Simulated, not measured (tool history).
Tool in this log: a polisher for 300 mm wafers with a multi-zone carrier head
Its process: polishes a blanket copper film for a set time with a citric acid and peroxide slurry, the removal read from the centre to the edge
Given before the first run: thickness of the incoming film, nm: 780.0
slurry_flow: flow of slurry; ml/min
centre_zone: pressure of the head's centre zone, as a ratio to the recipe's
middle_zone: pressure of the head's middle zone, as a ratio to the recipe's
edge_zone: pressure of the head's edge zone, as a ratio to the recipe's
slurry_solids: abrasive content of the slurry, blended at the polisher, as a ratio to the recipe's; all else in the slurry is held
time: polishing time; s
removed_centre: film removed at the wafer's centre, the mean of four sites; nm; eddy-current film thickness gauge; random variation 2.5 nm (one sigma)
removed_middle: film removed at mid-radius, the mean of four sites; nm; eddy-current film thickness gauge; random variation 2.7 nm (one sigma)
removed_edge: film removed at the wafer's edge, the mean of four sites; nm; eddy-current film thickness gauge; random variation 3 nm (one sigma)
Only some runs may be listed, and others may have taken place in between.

run 1 day=0.000 | slurry_flow=165 centre_zone=1.00 middle_zone=1.00 edge_zone=1.00 slurry_solids=1.00 time=68 | removed_centre=133.74 removed_middle=141.28 removed_edge=135.16
run 2 day=0.096 | slurry_flow=170 centre_zone=0.99 middle_zone=1.03 edge_zone=1.01 slurry_solids=1.05 time=71 | removed_centre=143.54 removed_middle=152.84 removed_edge=145.56
run 3 day=0.242 | slurry_flow=170 centre_zone=0.93 middle_zone=1.03 edge_zone=1.01 slurry_solids=1.05 time=71 | removed_centre=134.50 removed_middle=150.80 removed_edge=138.50
run 4 day=0.317 | slurry_flow=170 centre_zone=0.88 middle_zone=1.03 edge_zone=1.01 slurry_solids=1.05 time=71 | removed_centre=125.82 removed_middle=149.90 removed_edge=142.05
run 5 day=0.375 | slurry_flow=170 centre_zone=0.88 middle_zone=1.10 edge_zone=1.01 slurry_solids=1.05 time=71 | removed_centre=125.17 removed_middle=156.98 removed_edge=140.91
run 6 day=0.704 | slurry_flow=175 centre_zone=0.87 middle_zone=1.11 edge_zone=1.01 slurry_solids=1.10 time=74 | removed_centre=132.29 removed_middle=167.07 removed_edge=152.20

For run 7, what comes out?
run 7 day=0.962 | slurry_flow=180 centre_zone=0.87 middle_zone=1.12 edge_zone=0.99 slurry_solids=1.15 time=77 | removed_centre=? removed_middle=? removed_edge=?

{"run 7": {"removed_centre": 137.94, "removed_middle": 179.18, "removed_edge": 161.68}}

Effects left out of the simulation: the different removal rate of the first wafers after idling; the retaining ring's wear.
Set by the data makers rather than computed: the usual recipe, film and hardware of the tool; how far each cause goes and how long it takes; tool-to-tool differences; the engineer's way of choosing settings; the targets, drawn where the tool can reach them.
